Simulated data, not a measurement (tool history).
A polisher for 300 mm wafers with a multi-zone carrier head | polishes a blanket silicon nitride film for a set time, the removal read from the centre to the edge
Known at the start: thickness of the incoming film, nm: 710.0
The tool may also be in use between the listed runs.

run    day  flow of slurry (ml/min)  pressure of the head's centre zone  pressure of the head's middle zone  pressure of the head's edge zone  polishing time (s)  film removed at the wafer's centre (Å)  film removed at mid-radius (Å)  film removed at the wafer's edge (Å)
  1  0.000                      165                                1.00                                1.00                              1.00                  71                                  1618.4                          1667.7                                1614.2
  2  0.167                      190                                1.00                                1.00                              1.00                  71                                  1689.2                          1698.5                                1633.9
  3  0.308                      185                                0.98                                0.98                              0.99                  70                                  1592.2                          1646.7                                1617.2
  4  0.442                      145                                0.98                                0.98                              0.99                  70                                  1545.6                          1568.5                                1556.9
  5  0.696                      185                                0.98                                0.98                              0.99                  70                                  1612.5                          1629.8                                1610.3
  6  0.925                      185                                0.98                                0.98                              0.99                  77                                  1741.5                          1806.5                                1765.5
  7  1.142                      180                                0.96                                0.97                              0.97                  75                                  1684.2                          1736.5                                1697.8
  8  1.192                      175                                0.94                                0.96                              0.96                  74                                  1650.6                          1657.4                                1687.7

Run 9 comes next. What will it give?
  9  1.496                      170                                0.93                                0.96                              0.96                  72                                       ?                               ?                                     ?

{"run 9": {"film removed at the wafer's centre (Å)": 1590.9, "film removed at mid-radius (Å)": 1626.4, "film removed at the wafer's edge (Å)": 1595.6}}
